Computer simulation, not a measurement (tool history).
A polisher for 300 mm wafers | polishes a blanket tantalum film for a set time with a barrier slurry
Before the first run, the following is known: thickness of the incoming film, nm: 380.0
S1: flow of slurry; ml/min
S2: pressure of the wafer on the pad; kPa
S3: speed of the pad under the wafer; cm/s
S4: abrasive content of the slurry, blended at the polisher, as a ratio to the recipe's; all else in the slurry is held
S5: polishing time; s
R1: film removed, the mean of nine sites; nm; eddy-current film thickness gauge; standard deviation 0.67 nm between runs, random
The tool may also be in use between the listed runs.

| run | hour | S1 | S2 | S3 | S4 | S5 | R1 |
|---|---|---|---|---|---|---|---|
| 1 | 0 | 180 | 13.8 | 80 | 1 | 98 | 128.3 |
| 2 | 5.9 | 175 | 12.4 | 80 | 1 | 98 | 115.07 |
| 3 | 7.9 | 175 | 12.4 | 80 | 1.15 | 98 | 118.13 |
| 4 | 11.8 | 170 | 11 | 80 | 1.15 | 98 | 105.78 |
| 5 | 13 | 170 | 11 | 80 | 1.15 | 103 | 111.79 |
| 6 | 19.3 | 170 | 11 | 80 | 1.15 | 98 | 107.98 |

Predict the results of run 7:
| 7 | 20.9 | 165 | 10.3 | 80 | 1.15 | 98 | ? |

{"run 7": {"R1": 98.152}}
